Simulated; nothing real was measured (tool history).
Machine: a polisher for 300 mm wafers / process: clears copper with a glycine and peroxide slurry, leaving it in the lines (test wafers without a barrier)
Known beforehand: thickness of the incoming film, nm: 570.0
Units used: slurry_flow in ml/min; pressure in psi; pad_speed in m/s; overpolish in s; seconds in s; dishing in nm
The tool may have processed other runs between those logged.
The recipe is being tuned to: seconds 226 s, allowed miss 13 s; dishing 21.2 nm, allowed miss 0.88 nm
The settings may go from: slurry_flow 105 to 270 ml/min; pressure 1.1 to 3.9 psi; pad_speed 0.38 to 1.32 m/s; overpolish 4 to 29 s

| run | day | slurry_flow | pressure | pad_speed | overpolish | seconds | dishing |
|---|---|---|---|---|---|---|---|
| 1 | 0 | 175 | 2.5 | 0.84 | 15 | 135.36 | 34.025 |
| 2 | 0.221 | 175 | 2.2 | 0.82 | 15 | 149.46 | 31.955 |
| 3 | 0.525 | 175 | 1.7 | 0.82 | 15 | 173.31 | 28.616 |
| 4 | 0.583 | 175 | 1.6 | 0.8 | 15 | 175.13 | 27.359 |
| 5 | 0.838 | 175 | 1.9 | 0.8 | 15 | 163.42 | 29.452 |
| 6 | 0.933 | 175 | 1.7 | 0.76 | 15 | 181.24 | 27.35 |
| 7 | 1.042 | 175 | 1.6 | 0.74 | 15 | 187.77 | 26.861 |
| 8 | 1.204 | 175 | 1.1 | 0.66 | 13 | 222.08 | 19.627 |

Exercise: of the 5 proposed moves below, exactly one satisfies all targets within the stated allowed misses. Which move is it?
| A | 1.367 | 190 | 1.6 | 0.44 | 12 | ? | ? |
| B | 1.367 | 125 | 1.7 | 0.54 | 16 | ? | ? |
| C | 1.367 | 195 | 1.1 | 0.66 | 14 | ? | ? |
| D | 1.367 | 155 | 1.1 | 0.48 | 19 | ? | ? |
| E | 1.367 | 175 | 1.1 | 0.46 | 19 | ? | ? |

| move | seconds | dishing |
|---|---|---|
| A | 242.32 | 18.202 |
| B | 229.66 | 24.54 |
| C | 224.79 | 22.032 |
| D | 270.47 | 24.65 |
| E | 270.49 | 24.677 |
A: its largest miss is bigger than the last run's
B: the result that was furthest off in the last run now lies on the other side of its target
C: meets every target
D: the result that was furthest off in the last run now lies on the other side of its target
E: the result that was furthest off in the last run now lies on the other side of its target
Answer: C

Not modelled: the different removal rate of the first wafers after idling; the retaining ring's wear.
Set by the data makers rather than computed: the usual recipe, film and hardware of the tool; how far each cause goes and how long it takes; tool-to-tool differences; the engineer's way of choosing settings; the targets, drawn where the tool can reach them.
